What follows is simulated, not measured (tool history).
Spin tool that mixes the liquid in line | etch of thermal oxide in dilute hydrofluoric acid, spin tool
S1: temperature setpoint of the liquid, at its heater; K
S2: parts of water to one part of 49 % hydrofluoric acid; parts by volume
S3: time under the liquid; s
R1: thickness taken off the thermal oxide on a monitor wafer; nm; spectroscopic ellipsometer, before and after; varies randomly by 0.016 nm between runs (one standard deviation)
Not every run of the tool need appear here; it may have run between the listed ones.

{"run": 1, "hour": 0.0, "S1": 298.15, "S2": 160, "S3": 265, "R1": 7.8181}
{"run": 2, "hour": 4.8, "S1": 301.15, "S2": 160, "S3": 265, "R1": 8.7808}
{"run": 3, "hour": 8.6, "S1": 299.65, "S2": 170, "S3": 265, "R1": 7.6867}
{"run": 4, "hour": 14.4, "S1": 301.15, "S2": 170, "S3": 265, "R1": 8.0833}
{"run": 5, "hour": 15.6, "S1": 299.65, "S2": 180, "S3": 265, "R1": 7.2329}
{"run": 6, "hour": 19.5, "S1": 296.15, "S2": 180, "S3": 265, "R1": 6.2643}
{"run": 7, "hour": 25.0, "S1": 295.15, "S2": 190, "S3": 265, "R1": 5.6697}

The next listed run, before its measurement:
{"run": 8, "hour": 31.5, "S1": 291.15, "S2": 245, "S3": 265, "R1": "?"}

{"run 8": {"R1": 3.5682}}
